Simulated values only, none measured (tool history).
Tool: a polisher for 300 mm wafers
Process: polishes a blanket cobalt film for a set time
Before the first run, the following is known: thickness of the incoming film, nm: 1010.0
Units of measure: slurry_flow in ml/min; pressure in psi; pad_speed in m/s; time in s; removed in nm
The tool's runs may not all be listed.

run	day	slurry_flow	pressure	pad_speed	time	removed
1	0.000	285	2.1	0.98	88	518.53
2	0.192	345	2.1	0.98	88	530.48
3	0.433	345	1.9	0.98	88	487.20
4	0.583	345	2.4	0.98	88	596.03
5	0.942	345	2.2	0.98	88	548.53
6	1.133	380	2.2	0.98	88	551.29
7	1.421	380	2.0	0.98	88	519.32
8	1.458	375	1.8	0.96	88	463.62
9	1.554	375	1.7	0.96	88	447.02
10	1.588	375	1.6	0.96	88	430.29
11	1.892	375	1.5	0.96	88	407.36
12	2.096	375	1.4	0.96	88	388.79

Forecast run 13:
13	2.354	370	1.3	0.96	88	?

removed: 369.55 nm
